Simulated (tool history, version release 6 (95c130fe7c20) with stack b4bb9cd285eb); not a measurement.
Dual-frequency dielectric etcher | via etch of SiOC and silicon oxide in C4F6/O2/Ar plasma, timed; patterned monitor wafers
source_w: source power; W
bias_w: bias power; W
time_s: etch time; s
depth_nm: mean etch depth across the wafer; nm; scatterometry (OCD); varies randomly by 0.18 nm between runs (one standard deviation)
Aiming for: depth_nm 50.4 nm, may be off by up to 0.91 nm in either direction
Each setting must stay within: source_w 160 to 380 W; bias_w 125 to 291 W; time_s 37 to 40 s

run 1 hour=0 | source_w=270 bias_w=208 time_s=40 | depth_nm=44.148
run 2 hour=1.8 | source_w=270 bias_w=229 time_s=40 | depth_nm=45.717
run 3 hour=8.7 | source_w=270 bias_w=229 time_s=37 | depth_nm=42.459
run 4 hour=13 | source_w=270 bias_w=229 time_s=37 | depth_nm=42.249
run 5 hour=18 | source_w=230 bias_w=229 time_s=37 | depth_nm=40.017
run 6 hour=19.7 | source_w=230 bias_w=206 time_s=37 | depth_nm=38.367
run 7 hour=26.8 | source_w=260 bias_w=212 time_s=37 | depth_nm=40.667
run 8 hour=35.5 | source_w=280 bias_w=217 time_s=37 | depth_nm=41.838
run 9 hour=42.9 | source_w=300 bias_w=226 time_s=37 | depth_nm=43.739
run 10 hour=50 | source_w=310 bias_w=232 time_s=37 | depth_nm=44.443
run 11 hour=57.5 | source_w=320 bias_w=239 time_s=37 | depth_nm=45.688
run 12 hour=59 | source_w=330 bias_w=243 time_s=37 | depth_nm=46.1
run 13 hour=67 | source_w=340 bias_w=248 time_s=37 | depth_nm=47.043
run 14 hour=68.8 | source_w=350 bias_w=252 time_s=37 | depth_nm=47.46
run 15 hour=73.8 | source_w=350 bias_w=257 time_s=37 | depth_nm=48.201
run 16 hour=78.4 | source_w=360 bias_w=259 time_s=37 | depth_nm=49.101

Which single option among these 5 for the next run brings every result within its allowed miss of target? Just one does.
run A hour=83 | source_w=330 bias_w=259 time_s=37.5 | depth_nm=?
run B hour=83 | source_w=350 bias_w=258 time_s=37 | depth_nm=?
run C hour=83 | source_w=340 bias_w=248 time_s=38 | depth_nm=?
run D hour=83 | source_w=380 bias_w=261 time_s=37.5 | depth_nm=?
run E hour=83 | source_w=340 bias_w=260 time_s=37 | depth_nm=?

move=A depth_nm=47.839
move=B depth_nm=48.121
move=C depth_nm=48.22
move=D depth_nm=50.424
move=E depth_nm=47.766
A: lands further from the targets than the last run did
B: lands further from the targets than the last run did
C: lands further from the targets than the last run did
D: in spec on every target
E: lands further from the targets than the last run did
D is the move that brings every result within its allowed miss.
